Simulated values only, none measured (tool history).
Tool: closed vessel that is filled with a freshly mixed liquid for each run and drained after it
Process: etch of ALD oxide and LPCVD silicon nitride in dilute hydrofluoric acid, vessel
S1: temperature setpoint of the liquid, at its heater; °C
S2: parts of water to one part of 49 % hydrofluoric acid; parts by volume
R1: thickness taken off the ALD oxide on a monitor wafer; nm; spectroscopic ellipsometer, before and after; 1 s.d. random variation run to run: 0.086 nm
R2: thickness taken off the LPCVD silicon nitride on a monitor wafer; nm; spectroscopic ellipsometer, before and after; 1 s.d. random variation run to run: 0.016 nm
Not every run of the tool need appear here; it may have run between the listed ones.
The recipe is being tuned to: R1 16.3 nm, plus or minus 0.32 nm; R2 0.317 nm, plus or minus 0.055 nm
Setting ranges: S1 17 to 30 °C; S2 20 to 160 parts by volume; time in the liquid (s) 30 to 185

{"run": 1, "hour": 0.0, "S1": 22, "S2": 90, "time in the liquid (s)": 95, "R1": 19.272, "R2": 0.39811}
{"run": 2, "hour": 4.5, "S1": 21.5, "S2": 90, "time in the liquid (s)": 95, "R1": 18.848, "R2": 0.39894}
{"run": 3, "hour": 9.2, "S1": 21, "S2": 90, "time in the liquid (s)": 95, "R1": 18.464, "R2": 0.3805}
{"run": 4, "hour": 14.0, "S1": 20.5, "S2": 90, "time in the liquid (s)": 95, "R1": 18.004, "R2": 0.38315}
{"run": 5, "hour": 18.2, "S1": 20.5, "S2": 90, "time in the liquid (s)": 120, "R1": 23.025, "R2": 0.49896}
{"run": 6, "hour": 26.2, "S1": 20, "S2": 90, "time in the liquid (s)": 120, "R1": 22.238, "R2": 0.48203}
{"run": 7, "hour": 27.2, "S1": 19.5, "S2": 90, "time in the liquid (s)": 120, "R1": 21.772, "R2": 0.43418}
{"run": 8, "hour": 31.6, "S1": 19, "S2": 95, "time in the liquid (s)": 120, "R1": 20.031, "R2": 0.40133}

Exercise: of the 5 proposed moves below, exactly one satisfies all targets within the stated allowed misses. Which move is it?
{"run": "A", "hour": 36.0, "S1": 17, "S2": 110, "time in the liquid (s)": 125, "R1": "?", "R2": "?"}
{"run": "B", "hour": 36.0, "S1": 17, "S2": 90, "time in the liquid (s)": 95, "R1": "?", "R2": "?"}
{"run": "C", "hour": 36.0, "S1": 19, "S2": 115, "time in the liquid (s)": 115, "R1": "?", "R2": "?"}
{"run": "D", "hour": 36.0, "S1": 25.5, "S2": 135, "time in the liquid (s)": 100, "R1": "?", "R2": "?"}
{"run": "E", "hour": 36.0, "S1": 20, "S2": 100, "time in the liquid (s)": 95, "R1": "?", "R2": "?"}

move=A R1=16.415 R2=0.32157
move=B R1=15.568 R2=0.29681
move=C R1=15.613 R2=0.32521
move=D R1=14.621 R2=0.37138
move=E R1=15.709 R2=0.32956
A: every result within its allowed miss
B: moves the result that the last run missed by most past its target, out the other side
C: moves the result that the last run missed by most past its target, out the other side
D: moves the result that the last run missed by most past its target, out the other side
E: moves the result that the last run missed by most past its target, out the other side
Correct choice: A, which meets every target
